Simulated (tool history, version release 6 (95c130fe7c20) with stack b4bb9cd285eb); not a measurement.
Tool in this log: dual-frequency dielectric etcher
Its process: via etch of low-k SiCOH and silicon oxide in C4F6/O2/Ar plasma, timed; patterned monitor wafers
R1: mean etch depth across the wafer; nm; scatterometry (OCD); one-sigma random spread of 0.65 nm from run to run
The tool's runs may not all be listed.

{"run": 1, "day": 0.0, "source power (W)": 450, "bias power (W)": 185, "etch time (s)": 88, "R1": 237.39}
{"run": 2, "day": 0.188, "source power (W)": 430, "bias power (W)": 184, "etch time (s)": 88, "R1": 236.78}
{"run": 3, "day": 0.346, "source power (W)": 410, "bias power (W)": 180, "etch time (s)": 88, "R1": 231.23}
{"run": 4, "day": 0.479, "source power (W)": 390, "bias power (W)": 178, "etch time (s)": 88, "R1": 227.92}
{"run": 5, "day": 0.754, "source power (W)": 380, "bias power (W)": 177, "etch time (s)": 88, "R1": 227.89}
{"run": 6, "day": 0.938, "source power (W)": 380, "bias power (W)": 195, "etch time (s)": 88, "R1": 234.04}
{"run": 7, "day": 1.121, "source power (W)": 360, "bias power (W)": 191, "etch time (s)": 88, "R1": 230.97}
{"run": 8, "day": 1.154, "source power (W)": 270, "bias power (W)": 170, "etch time (s)": 88, "R1": 207.3}

The next listed run, before its measurement:
{"run": 9, "day": 1.246, "source power (W)": 280, "bias power (W)": 170, "etch time (s)": 88, "R1": "?"}

Run 9 measured R1 208.82 nm.
